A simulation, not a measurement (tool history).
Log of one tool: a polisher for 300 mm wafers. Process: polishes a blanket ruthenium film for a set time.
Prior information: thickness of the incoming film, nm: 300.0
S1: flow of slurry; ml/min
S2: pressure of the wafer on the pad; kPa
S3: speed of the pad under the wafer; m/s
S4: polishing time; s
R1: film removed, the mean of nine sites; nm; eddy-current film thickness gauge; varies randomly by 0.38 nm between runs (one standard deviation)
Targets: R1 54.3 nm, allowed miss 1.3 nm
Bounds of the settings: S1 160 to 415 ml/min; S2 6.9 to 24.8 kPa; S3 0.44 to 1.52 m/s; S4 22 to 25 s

{"run": 1, "hour": 0.0, "S1": 265, "S2": 15.9, "S3": 0.98, "S4": 25, "R1": 32.857}
{"run": 2, "hour": 3.3, "S1": 270, "S2": 17.2, "S3": 0.98, "S4": 25, "R1": 35.634}
{"run": 3, "hour": 6.0, "S1": 270, "S2": 17.2, "S3": 0.98, "S4": 25, "R1": 35.27}
{"run": 4, "hour": 8.3, "S1": 215, "S2": 17.2, "S3": 0.98, "S4": 25, "R1": 34.191}
{"run": 5, "hour": 12.3, "S1": 160, "S2": 17.2, "S3": 0.98, "S4": 25, "R1": 33.185}
{"run": 6, "hour": 15.7, "S1": 160, "S2": 17.2, "S3": 0.76, "S4": 25, "R1": 26.904}
{"run": 7, "hour": 21.6, "S1": 180, "S2": 18.6, "S3": 0.78, "S4": 25, "R1": 29.469}
{"run": 8, "hour": 27.3, "S1": 195, "S2": 19.3, "S3": 0.82, "S4": 25, "R1": 32.302}
{"run": 9, "hour": 29.5, "S1": 210, "S2": 20, "S3": 0.84, "S4": 25, "R1": 33.381}
{"run": 10, "hour": 31.2, "S1": 220, "S2": 20.7, "S3": 0.88, "S4": 25, "R1": 36.541}
{"run": 11, "hour": 35.2, "S1": 230, "S2": 21.4, "S3": 0.9, "S4": 25, "R1": 38.205}
{"run": 12, "hour": 43.6, "S1": 240, "S2": 22.1, "S3": 0.92, "S4": 25, "R1": 39.941}
{"run": 13, "hour": 48.6, "S1": 250, "S2": 22.8, "S3": 0.94, "S4": 25, "R1": 41.885}
{"run": 14, "hour": 51.1, "S1": 250, "S2": 24.8, "S3": 1.12, "S4": 25, "R1": 52.18}
{"run": 15, "hour": 53.4, "S1": 255, "S2": 24.8, "S3": 1.12, "S4": 25, "R1": 52.331}

Which of these 4 next moves meets every target?
{"run": "A", "hour": 55.7, "S1": 225, "S2": 24.8, "S3": 1.18, "S4": 24, "R1": "?"}
{"run": "B", "hour": 55.7, "S1": 270, "S2": 23.4, "S3": 1.18, "S4": 24, "R1": "?"}
{"run": "C", "hour": 55.7, "S1": 200, "S2": 24.8, "S3": 1.22, "S4": 25, "R1": "?"}
{"run": "D", "hour": 55.7, "S1": 220, "S2": 24.8, "S3": 1.26, "S4": 22, "R1": "?"}

move=A R1=51.781
move=B R1=50.346
move=C R1=54.782
move=D R1=50.102
A: the biggest miss grows against the last run
B: the biggest miss grows against the last run
C: each result inside its tolerance
D: the biggest miss grows against the last run
Move C is the one to make.
